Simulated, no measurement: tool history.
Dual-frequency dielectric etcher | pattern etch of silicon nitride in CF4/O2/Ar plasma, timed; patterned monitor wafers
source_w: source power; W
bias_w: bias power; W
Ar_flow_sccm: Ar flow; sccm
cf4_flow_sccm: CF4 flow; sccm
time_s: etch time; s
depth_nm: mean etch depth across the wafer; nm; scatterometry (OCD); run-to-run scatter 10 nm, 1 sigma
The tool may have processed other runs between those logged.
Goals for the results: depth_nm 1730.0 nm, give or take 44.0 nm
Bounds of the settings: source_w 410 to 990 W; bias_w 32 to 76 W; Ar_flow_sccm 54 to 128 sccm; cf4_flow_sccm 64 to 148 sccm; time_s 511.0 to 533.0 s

run,hour,source_w,bias_w,Ar_flow_sccm,cf4_flow_sccm,time_s,depth_nm
1,0.0,700,54,91,106,511.0,1452.1
2,8.8,700,54,91,106,533.0,1536.8
3,11.5,700,54,91,106,533.0,1523.9
4,18.9,730,54,91,106,533.0,1591.6
5,23.6,730,54,98,106,533.0,1571.8
6,29.4,730,49,98,106,533.0,1510.5
7,33.8,760,49,98,106,533.0,1564.4
8,37.0,780,49,98,106,533.0,1591.6

Next run, 5 choices. One meets every target within its allowed miss, the rest don't. Which?
A,40.2,760,48,97,93,528.5,?
B,40.2,820,46,89,109,533.0,?
C,40.2,790,57,108,118,533.0,?
D,40.2,710,55,102,107,511.0,?
E,40.2,780,51,103,106,511.0,?

move,depth_nm
A,1496.2
B,1618.7
C,1701.7
D,1470.5
E,1529.4
A: moves away from the targets compared with the last run
B: nearer the targets than the last run, but a result is still out of spec
C: all results land within tolerance of their targets
D: moves away from the targets compared with the last run
E: moves away from the targets compared with the last run
Answer: C
